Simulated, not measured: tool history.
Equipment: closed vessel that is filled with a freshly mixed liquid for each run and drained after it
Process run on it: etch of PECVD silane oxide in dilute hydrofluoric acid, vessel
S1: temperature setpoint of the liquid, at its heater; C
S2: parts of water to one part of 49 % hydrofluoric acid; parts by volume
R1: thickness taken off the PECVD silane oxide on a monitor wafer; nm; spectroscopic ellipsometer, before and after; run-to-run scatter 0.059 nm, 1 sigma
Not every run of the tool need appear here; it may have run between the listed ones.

run 1 day=0 | S1=25 S2=130 time_in_the_liquid_(s)=35 | R1=8.0029
run 2 day=0.067 | S1=26 S2=130 time_in_the_liquid_(s)=35 | R1=8.4036
run 3 day=0.229 | S1=27.5 S2=130 time_in_the_liquid_(s)=35 | R1=8.7868
run 4 day=0.275 | S1=27.5 S2=160 time_in_the_liquid_(s)=35 | R1=6.9452
run 5 day=0.6 | S1=27.5 S2=160 time_in_the_liquid_(s)=35 | R1=6.8769
run 6 day=0.917 | S1=25 S2=160 time_in_the_liquid_(s)=35 | R1=6.3501
run 7 day=1.288 | S1=26.5 S2=155 time_in_the_liquid_(s)=35 | R1=7.0016
run 8 day=1.667 | S1=26.5 S2=155 time_in_the_liquid_(s)=35 | R1=6.9465
run 9 day=1.808 | S1=27.5 S2=150 time_in_the_liquid_(s)=35 | R1=7.4354
run 10 day=1.892 | S1=28.5 S2=145 time_in_the_liquid_(s)=35 | R1=8.0478
run 11 day=2.242 | S1=28.5 S2=145 time_in_the_liquid_(s)=35 | R1=8.0578

What does the tool deliver on the next run?
run 12 day=2.604 | S1=29.5 S2=145 time_in_the_liquid_(s)=35 | R1=?

{"run 12": {"R1": 8.3577}}
